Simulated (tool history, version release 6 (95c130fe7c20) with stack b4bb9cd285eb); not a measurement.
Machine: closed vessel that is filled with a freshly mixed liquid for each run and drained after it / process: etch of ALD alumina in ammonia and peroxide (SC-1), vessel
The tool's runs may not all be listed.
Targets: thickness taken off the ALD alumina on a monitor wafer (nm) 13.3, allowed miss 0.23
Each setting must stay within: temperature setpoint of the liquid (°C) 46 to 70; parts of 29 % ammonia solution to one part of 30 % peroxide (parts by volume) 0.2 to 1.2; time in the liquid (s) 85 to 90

| run | day | temperature setpoint of the liquid (°C) | parts of 29 % ammonia solution to one part of 30 % peroxide (parts by volume) | time in the liquid (s) | thickness taken off the ALD alumina on a monitor wafer (nm) |
|---|---|---|---|---|---|
| 1 | 0 | 62 | 0.85 | 85 | 10.604 |
| 2 | 0.2 | 62 | 1.05 | 85 | 10.778 |
| 3 | 0.379 | 62 | 1.05 | 85 | 10.775 |
| 4 | 0.558 | 63.5 | 1.05 | 85 | 11.692 |
| 5 | 0.75 | 63.5 | 1.2 | 85 | 11.773 |
| 6 | 0.862 | 63.5 | 1.2 | 85 | 11.729 |
| 7 | 1.179 | 64.5 | 1.2 | 85 | 12.361 |
| 8 | 1.55 | 65 | 1.2 | 85 | 12.683 |
| 9 | 1.817 | 65.5 | 1.2 | 85 | 13.034 |

Which single option among these 5 for the next run brings every result within its allowed miss of target? Just one does.
| A | 2.083 | 64 | 1.1 | 90 | ? |
| B | 2.083 | 66 | 1.2 | 85 | ? |
| C | 2.083 | 65 | 1.2 | 85 | ? |
| D | 2.083 | 65.5 | 0.95 | 85 | ? |
| E | 2.083 | 64 | 1.2 | 90 | ? |

| move | thickness taken off the ALD alumina on a monitor wafer (nm) |
|---|---|
| A | 12.586 |
| B | 13.234 |
| C | 12.596 |
| D | 12.63 |
| E | 12.689 |
A: lands further from the targets than the last run did
B: in spec on every target
C: lands further from the targets than the last run did
D: lands further from the targets than the last run did
E: lands further from the targets than the last run did
Answer: B
